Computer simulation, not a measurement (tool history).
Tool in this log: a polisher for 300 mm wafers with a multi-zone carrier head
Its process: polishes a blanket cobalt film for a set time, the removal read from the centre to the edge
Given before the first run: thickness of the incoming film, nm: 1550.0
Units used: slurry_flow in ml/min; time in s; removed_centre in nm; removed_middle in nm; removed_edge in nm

run  hour  slurry_flow  centre_zone  middle_zone  edge_zone  time  removed_centre  removed_middle  removed_edge
  1     0          165            1            1          1    47          236.36          242.56        240.43
  2   6.8          150            1            1          1    47          230.47          237.62        241.14
  3  11.9          145         0.98         1.02       1.03    50           243.6          257.69        250.42
  4  13.7          140         0.95         1.01       1.03    53          247.61           266.4        270.18
  5  14.6          140         0.92         1.02       1.06    55          250.23          279.43        282.18
  6  20.8          145          0.9         1.03       1.09    56          247.08          287.98        294.61

Run 7, settings as shown, results not yet in. Your forecast:
  7  24.9          160          0.9         1.04       1.11    56               ?               ?             ?

removed_centre: 257.94 nm
removed_middle: 295.79 nm
removed_edge: 299.43 nm
